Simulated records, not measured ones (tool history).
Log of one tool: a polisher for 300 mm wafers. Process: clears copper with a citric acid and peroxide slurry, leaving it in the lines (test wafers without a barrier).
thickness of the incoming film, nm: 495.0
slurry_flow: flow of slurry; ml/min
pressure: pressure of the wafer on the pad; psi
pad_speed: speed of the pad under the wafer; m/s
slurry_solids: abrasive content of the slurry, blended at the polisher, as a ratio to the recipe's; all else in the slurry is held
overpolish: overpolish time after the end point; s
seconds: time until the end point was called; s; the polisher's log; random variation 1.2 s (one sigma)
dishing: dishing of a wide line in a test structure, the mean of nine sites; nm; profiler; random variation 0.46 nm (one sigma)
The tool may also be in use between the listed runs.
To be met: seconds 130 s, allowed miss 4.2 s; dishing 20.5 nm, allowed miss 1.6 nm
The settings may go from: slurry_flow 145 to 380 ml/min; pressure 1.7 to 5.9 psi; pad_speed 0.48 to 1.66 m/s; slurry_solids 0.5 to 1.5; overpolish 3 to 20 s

| run | day | slurry_flow | pressure | pad_speed | slurry_solids | overpolish | seconds | dishing |
|---|---|---|---|---|---|---|---|---|
| 1 | 0 | 245 | 3.8 | 1.06 | 1 | 10 | 147.37 | 22.716 |
| 2 | 0.362 | 245 | 3.9 | 1.06 | 1 | 10 | 144.51 | 22.735 |
| 3 | 0.425 | 245 | 3.9 | 0.84 | 1 | 10 | 179.98 | 18.114 |
| 4 | 0.667 | 245 | 3.3 | 0.84 | 1 | 10 | 203.05 | 17.128 |
| 5 | 0.854 | 245 | 3.6 | 0.84 | 1 | 10 | 191.77 | 17.818 |
| 6 | 1.133 | 245 | 3.6 | 0.84 | 0.85 | 10 | 200.36 | 17.896 |
| 7 | 1.371 | 245 | 3.9 | 0.84 | 0.85 | 10 | 189.26 | 18.046 |
| 8 | 1.55 | 245 | 4.2 | 0.84 | 0.85 | 10 | 181.68 | 18.704 |
| 9 | 1.833 | 245 | 4.5 | 0.84 | 0.85 | 10 | 168.99 | 18.879 |
| 10 | 1.996 | 245 | 4.5 | 0.84 | 0.85 | 10 | 171.93 | 20.159 |
| 11 | 2.258 | 245 | 4.7 | 0.84 | 0.85 | 10 | 167.37 | 19.809 |
| 12 | 2.375 | 245 | 4.9 | 0.84 | 0.85 | 10 | 161.95 | 20.774 |
| 13 | 2.642 | 245 | 5.1 | 0.84 | 0.85 | 10 | 158.92 | 21.963 |
| 14 | 2.746 | 245 | 5.2 | 0.86 | 0.85 | 9 | 154.51 | 21.045 |
| 15 | 2.825 | 245 | 5.3 | 0.88 | 0.85 | 8 | 149.24 | 19.51 |
| 16 | 2.967 | 255 | 5.9 | 0.88 | 0.85 | 7 | 137.06 | 17.954 |
| 17 | 3.167 | 255 | 5.9 | 0.9 | 0.85 | 7 | 133.95 | 18.496 |
| 18 | 3.271 | 250 | 5.9 | 0.92 | 0.85 | 7 | 131.23 | 18.453 |

4 next moves are on the table. One of them brings every result within its allowed miss. Which?
| A | 3.375 | 270 | 5.9 | 0.94 | 0.55 | 8 | ? | ? |
| B | 3.375 | 330 | 5.9 | 0.98 | 0.6 | 8 | ? | ? |
| C | 3.375 | 345 | 5.8 | 0.88 | 0.95 | 6 | ? | ? |
| D | 3.375 | 250 | 5.9 | 0.92 | 0.8 | 6 | ? | ? |

| move | seconds | dishing |
|---|---|---|
| A | 142.35 | 19.693 |
| B | 131.74 | 20.971 |
| C | 132.79 | 16.406 |
| D | 134.44 | 16.234 |
A: brings the result that was furthest off to its target, and leaves another outside
B: meets every target
C: further off than the last run
D: further off than the last run
Answer: B

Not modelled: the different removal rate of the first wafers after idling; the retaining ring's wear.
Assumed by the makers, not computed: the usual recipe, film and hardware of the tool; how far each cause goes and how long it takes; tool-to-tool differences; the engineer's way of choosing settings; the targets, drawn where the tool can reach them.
